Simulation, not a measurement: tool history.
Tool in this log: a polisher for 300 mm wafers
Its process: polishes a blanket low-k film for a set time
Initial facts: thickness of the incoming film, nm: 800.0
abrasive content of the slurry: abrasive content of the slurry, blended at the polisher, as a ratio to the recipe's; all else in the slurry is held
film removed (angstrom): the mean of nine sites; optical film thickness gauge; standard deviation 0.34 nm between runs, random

| run | hour | flow of slurry (ml/min) | pressure of the wafer on the pad (psi) | speed of the pad under the wafer (cm/s) | abrasive content of the slurry | polishing time (s) | film removed (angstrom) |
|---|---|---|---|---|---|---|---|
| 1 | 0 | 130 | 2.4 | 90 | 1 | 52 | 275.16 |
| 2 | 6.6 | 130 | 2.7 | 90 | 1 | 52 | 300.8 |
| 3 | 8 | 130 | 3 | 90 | 1 | 52 | 327.63 |
| 4 | 12.6 | 130 | 3 | 90 | 1 | 47 | 297.4 |
| 5 | 18.9 | 130 | 3 | 90 | 0.85 | 47 | 274.09 |
| 6 | 22.7 | 130 | 3 | 114 | 0.85 | 47 | 321.2 |
| 7 | 30 | 130 | 3 | 114 | 0.85 | 47 | 317.75 |
| 8 | 36.5 | 165 | 3.6 | 114 | 0.85 | 47 | 393.25 |

Estimate the outcome of run 9 from the log above:
| 9 | 37.2 | 165 | 3.6 | 114 | 0.85 | 47 | ? |

film removed (angstrom): 395.47
